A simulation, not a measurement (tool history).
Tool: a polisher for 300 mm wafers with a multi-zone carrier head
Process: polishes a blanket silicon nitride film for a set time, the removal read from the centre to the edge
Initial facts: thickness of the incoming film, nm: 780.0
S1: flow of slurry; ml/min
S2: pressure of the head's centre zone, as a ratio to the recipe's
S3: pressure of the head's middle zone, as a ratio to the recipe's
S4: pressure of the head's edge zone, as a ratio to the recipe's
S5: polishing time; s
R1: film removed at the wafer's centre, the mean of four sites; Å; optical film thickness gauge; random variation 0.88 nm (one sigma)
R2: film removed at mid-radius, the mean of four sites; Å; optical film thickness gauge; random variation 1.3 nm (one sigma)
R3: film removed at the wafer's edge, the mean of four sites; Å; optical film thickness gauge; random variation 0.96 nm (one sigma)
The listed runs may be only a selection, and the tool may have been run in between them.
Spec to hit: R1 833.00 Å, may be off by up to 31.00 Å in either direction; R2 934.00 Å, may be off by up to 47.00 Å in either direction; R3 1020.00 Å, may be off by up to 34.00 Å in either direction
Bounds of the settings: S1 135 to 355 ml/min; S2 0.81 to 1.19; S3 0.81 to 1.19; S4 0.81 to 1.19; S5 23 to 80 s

Run 1, hour 0.0: S1 225 ml/min, S2 1.00, S3 1.00, S4 1.00, S5 51 s. Result: R1 1115.90 Å, R2 1079.60 Å, R3 1164.00 Å.
Run 2, hour 2.0: S1 260 ml/min, S2 1.00, S3 1.00, S4 1.00, S5 51 s. Result: R1 1132.60 Å, R2 1078.30 Å, R3 1164.40 Å.
Run 3, hour 7.3: S1 255 ml/min, S2 0.96, S3 0.99, S4 0.99, S5 50 s. Result: R1 1059.60 Å, R2 1043.90 Å, R3 1129.60 Å.
Run 4, hour 12.9: S1 250 ml/min, S2 0.93, S3 0.98, S4 0.98, S5 49 s. Result: R1 999.44 Å, R2 1022.00 Å, R3 1105.00 Å.
Run 5, hour 16.3: S1 250 ml/min, S2 0.91, S3 0.97, S4 0.97, S5 48 s. Result: R1 985.54 Å, R2 980.46 Å, R3 1084.50 Å.
Run 6, hour 25.0: S1 245 ml/min, S2 0.89, S3 0.98, S4 0.97, S5 47 s. Result: R1 913.58 Å, R2 998.47 Å, R3 1051.70 Å.
Run 7, hour 27.1: S1 240 ml/min, S2 0.88, S3 0.97, S4 0.97, S5 47 s. Result: R1 912.19 Å, R2 975.24 Å, R3 1076.20 Å.
Run 8, hour 28.0: S1 220 ml/min, S2 0.82, S3 0.98, S4 0.91, S5 45 s. Result: R1 789.88 Å, R2 928.09 Å, R3 970.12 Å.
Run 9, hour 33.0: S1 225 ml/min, S2 0.82, S3 0.98, S4 0.92, S5 45 s. Result: R1 809.32 Å, R2 926.58 Å, R3 986.00 Å.
Run 10, hour 38.2: S1 230 ml/min, S2 0.82, S3 0.98, S4 0.93, S5 45 s. Result: R1 805.18 Å, R2 932.14 Å, R3 986.73 Å.

Pick the move, out of 5, that brings all results within their allowed miss; only one does.
Run A, hour 43.4: S1 215 ml/min, S2 0.85, S3 0.98, S4 0.99, S5 45 s. Result: R1 ?, R2 ?, R3 ?.
Run B, hour 43.4: S1 255 ml/min, S2 0.86, S3 0.91, S4 0.86, S5 44 s. Result: R1 ?, R2 ?, R3 ?.
Run C, hour 43.4: S1 185 ml/min, S2 0.81, S3 0.99, S4 0.85, S5 46 s. Result: R1 ?, R2 ?, R3 ?.
Run D, hour 43.4: S1 245 ml/min, S2 0.88, S3 0.98, S4 0.87, S5 43 s. Result: R1 ?, R2 ?, R3 ?.
Run E, hour 43.4: S1 235 ml/min, S2 0.85, S3 1.01, S4 0.86, S5 44 s. Result: R1 ?, R2 ?, R3 ?.

move      R1      R2      R3
   A  825.07  936.14  999.48
   B  832.27  875.88  926.06
   C  787.95  948.98  937.02
   D  829.15  906.98  906.35
   E  815.53  948.09  919.10
A: meets every target
B: lands further from the targets than the last run did
C: lands further from the targets than the last run did
D: lands further from the targets than the last run did
E: lands further from the targets than the last run did
The move that meets every target is A.

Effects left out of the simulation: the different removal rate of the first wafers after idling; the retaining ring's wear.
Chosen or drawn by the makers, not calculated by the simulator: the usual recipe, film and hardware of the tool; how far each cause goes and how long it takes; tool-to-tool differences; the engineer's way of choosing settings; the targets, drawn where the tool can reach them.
